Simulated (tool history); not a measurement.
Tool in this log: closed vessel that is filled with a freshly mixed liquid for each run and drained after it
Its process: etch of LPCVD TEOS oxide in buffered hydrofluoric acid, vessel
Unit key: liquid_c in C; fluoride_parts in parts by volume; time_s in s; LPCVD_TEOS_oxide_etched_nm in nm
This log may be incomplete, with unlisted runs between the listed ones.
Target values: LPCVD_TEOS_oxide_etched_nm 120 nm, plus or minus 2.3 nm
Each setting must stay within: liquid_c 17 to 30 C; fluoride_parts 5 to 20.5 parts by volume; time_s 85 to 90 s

Run 1, hour 0: liquid_c 22 C, fluoride_parts 12.5 parts by volume, time_s 85 s. Result: LPCVD_TEOS_oxide_etched_nm 177.31 nm.
Run 2, hour 3.8: liquid_c 21.5 C, fluoride_parts 12.5 parts by volume, time_s 85 s. Result: LPCVD_TEOS_oxide_etched_nm 172.35 nm.
Run 3, hour 7.7: liquid_c 21.5 C, fluoride_parts 16 parts by volume, time_s 85 s. Result: LPCVD_TEOS_oxide_etched_nm 135.71 nm.
Run 4, hour 15.3: liquid_c 21.5 C, fluoride_parts 16 parts by volume, time_s 85 s. Result: LPCVD_TEOS_oxide_etched_nm 134.95 nm.
Run 5, hour 19.8: liquid_c 21.5 C, fluoride_parts 19 parts by volume, time_s 85 s. Result: LPCVD_TEOS_oxide_etched_nm 114.48 nm.
Run 6, hour 20.9: liquid_c 21.5 C, fluoride_parts 20.5 parts by volume, time_s 85 s. Result: LPCVD_TEOS_oxide_etched_nm 106.95 nm.
Run 7, hour 22: liquid_c 22.5 C, fluoride_parts 20.5 parts by volume, time_s 85 s. Result: LPCVD_TEOS_oxide_etched_nm 112.76 nm.
Run 8, hour 30.6: liquid_c 23 C, fluoride_parts 20.5 parts by volume, time_s 85 s. Result: LPCVD_TEOS_oxide_etched_nm 115.27 nm.

Exactly one of the 4 candidate moves below puts every result within its allowed miss. Which one?
Run A, hour 39.2: liquid_c 20.5 C, fluoride_parts 18.5 parts by volume, time_s 85 s. Result: LPCVD_TEOS_oxide_etched_nm ?.
Run B, hour 39.2: liquid_c 24.5 C, fluoride_parts 20.5 parts by volume, time_s 85 s. Result: LPCVD_TEOS_oxide_etched_nm ?.
Run C, hour 39.2: liquid_c 22 C, fluoride_parts 20 parts by volume, time_s 85 s. Result: LPCVD_TEOS_oxide_etched_nm ?.
Run D, hour 39.2: liquid_c 23.5 C, fluoride_parts 20.5 parts by volume, time_s 85 s. Result: LPCVD_TEOS_oxide_etched_nm ?.

move  LPCVD_TEOS_oxide_etched_nm
   A                      110.63
   B                      125.62
   C                      111.35
   D                      118.92
A: its largest miss is bigger than the last run's
B: takes the result that was furthest off past its target
C: its largest miss is bigger than the last run's
D: all results in spec
The move that meets every target is D.

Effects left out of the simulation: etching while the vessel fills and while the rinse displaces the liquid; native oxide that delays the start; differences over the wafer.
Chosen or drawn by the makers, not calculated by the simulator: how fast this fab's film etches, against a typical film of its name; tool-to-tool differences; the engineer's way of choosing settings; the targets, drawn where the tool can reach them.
